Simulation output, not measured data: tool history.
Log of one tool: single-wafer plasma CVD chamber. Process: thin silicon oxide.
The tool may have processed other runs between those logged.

run  hour  heater temperature setpoint (deg C)  chamber pressure (Torr)  RF power (kW)  deposition time (s)  mean film thickness on the monitor wafer (nm)
  1   0.0                                  405                    0.860          0.325                 4.61                                         9.4089
  2   4.8                                  405                    0.987          0.325                 4.61                                        10.6670
  3   9.8                                  398                    0.987          0.325                 4.61                                        10.6680
  4  18.8                                  398                    0.851          0.325                 4.61                                         9.3283
  5  26.6                                  398                    0.851          0.325                 4.61                                         9.3130
  6  29.3                                  398                    0.995          0.325                 4.61                                        10.7050
  7  33.5                                  398                    0.856          0.320                 4.61                                         9.3237
     36.4  -- thermocouple changed; heater temperature recalibrated
  8  36.4                                  398                    0.758          0.320                 4.61                                         8.1449

Estimate the outcome of run 9 from the log above:
  9  40.9                                  398                    0.710          0.320                 4.61                                              ?

{"run 9": {"mean film thickness on the monitor wafer (nm)": 7.5289}}

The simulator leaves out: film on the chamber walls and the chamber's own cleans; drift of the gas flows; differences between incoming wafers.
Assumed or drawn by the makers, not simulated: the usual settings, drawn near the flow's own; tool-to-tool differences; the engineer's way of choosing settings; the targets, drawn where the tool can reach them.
